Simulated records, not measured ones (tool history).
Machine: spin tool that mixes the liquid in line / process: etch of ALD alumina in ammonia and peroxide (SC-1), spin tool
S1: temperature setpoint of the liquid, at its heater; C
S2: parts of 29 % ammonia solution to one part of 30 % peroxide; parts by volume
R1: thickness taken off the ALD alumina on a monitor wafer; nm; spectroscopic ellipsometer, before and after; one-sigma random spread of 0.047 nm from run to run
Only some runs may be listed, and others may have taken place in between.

Run 1, hour 0.0: S1 61.0 C, S2 0.75 parts by volume, time under the liquid (s) 75. Result: R1 8.0906 nm.
Run 2, hour 2.9: S1 64.0 C, S2 0.75 parts by volume, time under the liquid (s) 75. Result: R1 9.4830 nm.
Run 3, hour 10.7: S1 61.5 C, S2 0.75 parts by volume, time under the liquid (s) 75. Result: R1 8.2617 nm.
Run 4, hour 19.4: S1 64.5 C, S2 0.75 parts by volume, time under the liquid (s) 75. Result: R1 9.8671 nm.
Run 5, hour 25.5: S1 64.5 C, S2 0.50 parts by volume, time under the liquid (s) 75. Result: R1 9.5852 nm.
At hour 27.9: new drum of ammonia solution connected.
Run 6, hour 27.9: S1 62.0 C, S2 0.50 parts by volume, time under the liquid (s) 75. Result: R1 8.3362 nm.
Run 7, hour 28.4: S1 60.5 C, S2 0.50 parts by volume, time under the liquid (s) 75. Result: R1 7.7510 nm.
Run 8, hour 30.9: S1 59.0 C, S2 0.50 parts by volume, time under the liquid (s) 75. Result: R1 7.2059 nm.
Run 9, hour 32.2: S1 58.0 C, S2 0.50 parts by volume, time under the liquid (s) 75. Result: R1 6.8772 nm.

Run 10, settings as shown, results not yet in. Your forecast:
Run 10, hour 34.4: S1 57.5 C, S2 0.50 parts by volume, time under the liquid (s) 75. Result: R1 ?.

{"run 10": {"R1": 6.6557}}
